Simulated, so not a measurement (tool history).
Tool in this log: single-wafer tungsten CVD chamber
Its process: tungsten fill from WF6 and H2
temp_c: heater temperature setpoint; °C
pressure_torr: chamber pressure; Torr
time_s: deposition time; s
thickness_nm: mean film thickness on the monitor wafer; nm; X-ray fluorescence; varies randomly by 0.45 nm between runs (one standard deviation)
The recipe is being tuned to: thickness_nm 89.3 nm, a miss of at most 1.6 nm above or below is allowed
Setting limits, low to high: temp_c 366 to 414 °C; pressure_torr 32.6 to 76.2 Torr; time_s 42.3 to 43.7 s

{"run": 1, "day": 0.0, "temp_c": 390, "pressure_torr": 54.4, "time_s": 42.3, "thickness_nm": 125.23}
{"run": 2, "day": 0.338, "temp_c": 390, "pressure_torr": 54.4, "time_s": 43.7, "thickness_nm": 128.96}
{"run": 3, "day": 0.533, "temp_c": 388, "pressure_torr": 54.3, "time_s": 43.7, "thickness_nm": 125.32}
{"run": 4, "day": 0.638, "temp_c": 386, "pressure_torr": 54.2, "time_s": 43.7, "thickness_nm": 121.46}
{"run": 5, "day": 0.888, "temp_c": 378, "pressure_torr": 54.2, "time_s": 43.7, "thickness_nm": 105.79}
{"run": 6, "day": 0.996, "temp_c": 377, "pressure_torr": 54.1, "time_s": 43.7, "thickness_nm": 103.72}
{"run": 7, "day": 1.3, "temp_c": 376, "pressure_torr": 54.1, "time_s": 43.7, "thickness_nm": 100.38}
{"run": 8, "day": 1.554, "temp_c": 375, "pressure_torr": 54.1, "time_s": 43.7, "thickness_nm": 99.186}
{"run": 9, "day": 1.667, "temp_c": 374, "pressure_torr": 54.1, "time_s": 43.7, "thickness_nm": 96.842}
{"run": 10, "day": 1.754, "temp_c": 371, "pressure_torr": 54, "time_s": 43.7, "thickness_nm": 91.85}

Next run, 5 choices. One meets every target within its allowed miss, the rest don't. Which?
{"run": "A", "day": 1.842, "temp_c": 375, "pressure_torr": 47, "time_s": 43.7, "thickness_nm": "?"}
{"run": "B", "day": 1.842, "temp_c": 371, "pressure_torr": 57.4, "time_s": 43.6, "thickness_nm": "?"}
{"run": "C", "day": 1.842, "temp_c": 371, "pressure_torr": 58.2, "time_s": 43.7, "thickness_nm": "?"}
{"run": "D", "day": 1.842, "temp_c": 370, "pressure_torr": 56.6, "time_s": 43.7, "thickness_nm": "?"}
{"run": "E", "day": 1.842, "temp_c": 371, "pressure_torr": 55.3, "time_s": 42.3, "thickness_nm": "?"}

move=A thickness_nm=94.28
move=B thickness_nm=93.54
move=C thickness_nm=94.201
move=D thickness_nm=91.61
move=E thickness_nm=89.597
A: misses by more than the last run did
B: misses by more than the last run did
C: misses by more than the last run did
D: closes in on the targets versus the last run, not all within tolerance yet
E: all results land within tolerance of their targets
Move E is the one to make.
